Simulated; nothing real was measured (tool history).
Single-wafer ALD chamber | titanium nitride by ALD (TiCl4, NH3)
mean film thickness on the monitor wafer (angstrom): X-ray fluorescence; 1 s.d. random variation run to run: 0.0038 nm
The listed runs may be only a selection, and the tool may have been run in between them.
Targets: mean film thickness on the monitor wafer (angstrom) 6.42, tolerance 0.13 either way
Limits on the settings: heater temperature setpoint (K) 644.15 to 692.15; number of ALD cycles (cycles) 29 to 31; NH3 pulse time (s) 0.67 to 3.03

run,hour,heater temperature setpoint (K),number of ALD cycles (cycles),NH3 pulse time (s),mean film thickness on the monitor wafer (angstrom)
1,0,668.15,31,1.85,6.928
2,7,672.15,31,1.85,6.9411
3,15.9,672.15,31,1.46,6.7926
4,22.2,680.15,31,1.46,6.9112
5,29.2,690.15,31,1.46,6.8654
6,33.7,690.15,31,1.46,6.9646
7,38,689.15,31,1.37,6.9053
8,42.6,688.15,31,1.29,6.9808
9,43.9,687.15,31,1.46,7.0295

Consider the 5 candidate settings below. Which is the only one whose results all fall within their allowed miss of target?
A,45.2,691.15,30,1.26,?
B,45.2,687.15,30,1.37,?
C,45.2,681.15,29,1.32,?
D,45.2,692.15,30,1.29,?
E,45.2,672.15,30,1.62,?

move,mean film thickness on the monitor wafer (angstrom)
A,6.6517
B,6.6619
C,6.4052
D,6.6628
E,6.6584
A: gains on the last run, yet a result remains outside its allowed miss
B: gains on the last run, yet a result remains outside its allowed miss
C: all results land within tolerance of their targets
D: gains on the last run, yet a result remains outside its allowed miss
E: gains on the last run, yet a result remains outside its allowed miss
C is the move that brings every result within its allowed miss.
